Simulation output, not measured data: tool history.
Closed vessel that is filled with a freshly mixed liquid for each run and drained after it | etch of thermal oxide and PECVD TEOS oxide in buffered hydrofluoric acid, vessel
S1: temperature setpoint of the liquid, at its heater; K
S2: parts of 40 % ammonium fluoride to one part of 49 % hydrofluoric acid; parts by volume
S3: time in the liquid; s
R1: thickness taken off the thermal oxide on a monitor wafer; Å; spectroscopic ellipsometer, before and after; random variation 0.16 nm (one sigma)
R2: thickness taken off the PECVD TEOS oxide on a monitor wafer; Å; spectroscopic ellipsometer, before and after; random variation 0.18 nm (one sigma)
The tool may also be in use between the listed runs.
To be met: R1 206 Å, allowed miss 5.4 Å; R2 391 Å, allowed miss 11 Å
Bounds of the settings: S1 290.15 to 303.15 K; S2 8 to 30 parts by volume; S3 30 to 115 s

{"run": 1, "hour": 0.0, "S1": 295.15, "S2": 21.5, "S3": 60, "R1": 322.01, "R2": 609.71}
{"run": 2, "hour": 6.6, "S1": 295.15, "S2": 17, "S3": 60, "R1": 389.19, "R2": 743.72}
{"run": 3, "hour": 7.9, "S1": 292.65, "S2": 17, "S3": 60, "R1": 342.75, "R2": 647.51}
{"run": 4, "hour": 15.4, "S1": 292.65, "S2": 17, "S3": 40, "R1": 227.3, "R2": 429.25}
{"run": 5, "hour": 24.2, "S1": 292.65, "S2": 17, "S3": 55, "R1": 311.74, "R2": 587.33}
{"run": 6, "hour": 26.5, "S1": 295.65, "S2": 17, "S3": 55, "R1": 365.22, "R2": 700.93}
{"run": 7, "hour": 30.3, "S1": 295.15, "S2": 18, "S3": 55, "R1": 336.47, "R2": 637.68}
{"run": 8, "hour": 37.9, "S1": 294.65, "S2": 19, "S3": 55, "R1": 310.95, "R2": 596.46}
{"run": 9, "hour": 40.9, "S1": 290.65, "S2": 24, "S3": 55, "R1": 213.45, "R2": 401}

4 next moves are on the table. One of them brings every result within its allowed miss. Which?
{"run": "A", "hour": 43.9, "S1": 292.15, "S2": 24.5, "S3": 50, "R1": "?", "R2": "?"}
{"run": "B", "hour": 43.9, "S1": 292.65, "S2": 24, "S3": 45, "R1": "?", "R2": "?"}
{"run": "C", "hour": 43.9, "S1": 303.15, "S2": 25.5, "S3": 30, "R1": "?", "R2": "?"}
{"run": "D", "hour": 43.9, "S1": 290.15, "S2": 25, "S3": 60, "R1": "?", "R2": "?"}

move=A R1=207.25 R2=392.18
move=B R1=194.63 R2=368.31
move=C R1=221.04 R2=418.29
move=D R1=218.81 R2=414.08
A: meets every target
B: takes the result that was furthest off past its target
C: further off than the last run
D: further off than the last run
Answer: A

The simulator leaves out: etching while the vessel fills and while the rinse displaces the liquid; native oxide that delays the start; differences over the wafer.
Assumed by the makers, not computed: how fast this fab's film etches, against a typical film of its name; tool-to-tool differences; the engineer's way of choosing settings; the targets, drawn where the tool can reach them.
